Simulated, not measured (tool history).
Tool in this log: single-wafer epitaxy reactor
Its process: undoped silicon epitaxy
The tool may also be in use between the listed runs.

run  hour  wafer temperature setpoint (pyrometer-controlled) (°C)  deposition time (s)  mean film thickness on the monitor wafer (nm)
  1     0                                                     675                  464                                         130.92
  2   2.2                                                     674                  464                                          129.5
  3   4.9                                                     667                  464                                          111.8
  4   6.7                                                     658                  464                                         93.829
  5  14.9                                                     651                  464                                         81.378
  6  18.2                                                     652                  464                                         83.113
  7  22.8                                                     653                  464                                         83.973

Estimate the outcome of run 8 from the log above:
  8  23.8                                                     663                  466                                              ?

Run 8 yielded mean film thickness on the monitor wafer (nm) 103.69.

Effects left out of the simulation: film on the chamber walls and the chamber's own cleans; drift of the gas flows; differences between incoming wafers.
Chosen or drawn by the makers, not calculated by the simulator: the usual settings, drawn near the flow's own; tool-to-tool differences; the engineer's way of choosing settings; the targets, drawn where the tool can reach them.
